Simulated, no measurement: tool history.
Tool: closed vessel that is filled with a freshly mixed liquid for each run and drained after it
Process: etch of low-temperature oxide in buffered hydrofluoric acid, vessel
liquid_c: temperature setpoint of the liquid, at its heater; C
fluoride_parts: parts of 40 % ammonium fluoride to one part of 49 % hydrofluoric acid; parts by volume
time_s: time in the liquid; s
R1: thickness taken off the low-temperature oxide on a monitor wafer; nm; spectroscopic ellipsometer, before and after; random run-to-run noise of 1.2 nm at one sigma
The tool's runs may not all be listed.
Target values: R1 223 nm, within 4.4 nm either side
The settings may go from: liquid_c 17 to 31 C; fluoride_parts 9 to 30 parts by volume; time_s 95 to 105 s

run 1 hour=0 | liquid_c=23 fluoride_parts=24 time_s=95 | R1=87.789
run 2 hour=2.8 | liquid_c=23 fluoride_parts=24 time_s=95 | R1=88.2
run 3 hour=8.9 | liquid_c=23 fluoride_parts=24 time_s=95 | R1=88.654
run 4 hour=15.6 | liquid_c=25 fluoride_parts=20.5 time_s=95 | R1=112.5
run 5 hour=23.9 | liquid_c=25 fluoride_parts=20.5 time_s=95 | R1=112.75
run 6 hour=29.3 | liquid_c=25 fluoride_parts=20.5 time_s=105 | R1=122.7
run 7 hour=36.1 | liquid_c=26.5 fluoride_parts=18.5 time_s=105 | R1=150.55
run 8 hour=44 | liquid_c=27.5 fluoride_parts=18 time_s=105 | R1=161.46
run 9 hour=47.8 | liquid_c=28.5 fluoride_parts=17 time_s=105 | R1=180.15
run 10 hour=53.3 | liquid_c=29 fluoride_parts=16.5 time_s=105 | R1=189.01
run 11 hour=57.9 | liquid_c=29.5 fluoride_parts=16.5 time_s=105 | R1=195.99
run 12 hour=66.8 | liquid_c=30 fluoride_parts=16.5 time_s=105 | R1=200.14
run 13 hour=73.2 | liquid_c=31 fluoride_parts=14 time_s=105 | R1=249.54
run 14 hour=74.4 | liquid_c=30.5 fluoride_parts=14 time_s=105 | R1=242.5
-- hour=79.9 hydrofluoric acid flow meter replaced
run 15 hour=79.9 | liquid_c=30 fluoride_parts=14 time_s=105 | R1=218.84

Of the 4 settings listed for the next run, only one would bring every result within its allowed miss of target. Which one?
run A hour=85.4 | liquid_c=28 fluoride_parts=11 time_s=95 | R1=?
run B hour=85.4 | liquid_c=28.5 fluoride_parts=12 time_s=95 | R1=?
run C hour=85.4 | liquid_c=30.5 fluoride_parts=14 time_s=100 | R1=?
run D hour=85.4 | liquid_c=29.5 fluoride_parts=11.5 time_s=95 | R1=?

move=A R1=224.74
move=B R1=212.01
move=C R1=213.29
move=D R1=232.99
A: all results in spec
B: further off than the last run
C: further off than the last run
D: the result that was furthest off in the last run now lies on the other side of its target
Correct choice: A, which meets every target
